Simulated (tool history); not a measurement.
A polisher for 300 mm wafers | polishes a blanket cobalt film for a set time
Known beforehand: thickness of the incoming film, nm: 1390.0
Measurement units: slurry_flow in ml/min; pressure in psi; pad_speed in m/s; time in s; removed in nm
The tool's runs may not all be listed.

{"run": 1, "hour": 0.0, "slurry_flow": 240, "pressure": 2.5, "pad_speed": 1.3, "time": 46, "removed": 340.66}
{"run": 2, "hour": 4.5, "slurry_flow": 290, "pressure": 2.5, "pad_speed": 1.3, "time": 46, "removed": 348.47}
{"run": 3, "hour": 12.8, "slurry_flow": 290, "pressure": 2.5, "pad_speed": 1.52, "time": 46, "removed": 401.87}
{"run": 4, "hour": 15.3, "slurry_flow": 290, "pressure": 2.3, "pad_speed": 1.52, "time": 46, "removed": 370.1}
{"run": 5, "hour": 23.4, "slurry_flow": 245, "pressure": 2.3, "pad_speed": 1.52, "time": 46, "removed": 361.25}
{"run": 6, "hour": 24.4, "slurry_flow": 245, "pressure": 2.3, "pad_speed": 1.52, "time": 46, "removed": 358.81}

Expected results for the next run?
{"run": 7, "hour": 25.5, "slurry_flow": 245, "pressure": 2.2, "pad_speed": 1.52, "time": 46, "removed": "?"}

Run 7 measured removed 349.29 nm.
